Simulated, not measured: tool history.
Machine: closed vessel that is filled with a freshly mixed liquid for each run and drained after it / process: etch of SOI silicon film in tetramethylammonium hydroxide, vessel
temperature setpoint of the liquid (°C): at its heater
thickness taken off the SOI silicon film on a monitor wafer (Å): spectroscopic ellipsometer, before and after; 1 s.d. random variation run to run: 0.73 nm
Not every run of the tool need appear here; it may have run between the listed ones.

| run | hour | temperature setpoint of the liquid (°C) | concentration of hydroxide in the mixed liquid (% by weight) | time in the liquid (s) | thickness taken off the SOI silicon film on a monitor wafer (Å) |
|---|---|---|---|---|---|
| 1 | 0.0 | 63.0 | 10.5 | 30 | 1449.3 |
| 2 | 1.5 | 63.0 | 12.0 | 30 | 1363.7 |
| 3 | 9.4 | 61.0 | 12.0 | 30 | 1210.3 |
| 4 | 17.3 | 61.0 | 12.0 | 30 | 1217.1 |
| 5 | 18.5 | 66.0 | 12.0 | 30 | 1660.7 |
| 6 | 19.5 | 66.0 | 12.0 | 30 | 1648.5 |
| 7 | 20.4 | 59.5 | 12.0 | 30 | 1113.2 |

Estimate the outcome of run 8 from the log above:
| 8 | 27.5 | 58.5 | 12.0 | 30 | ? |

For run 8 the tool returned thickness taken off the SOI silicon film on a monitor wafer (Å) 1035.1.
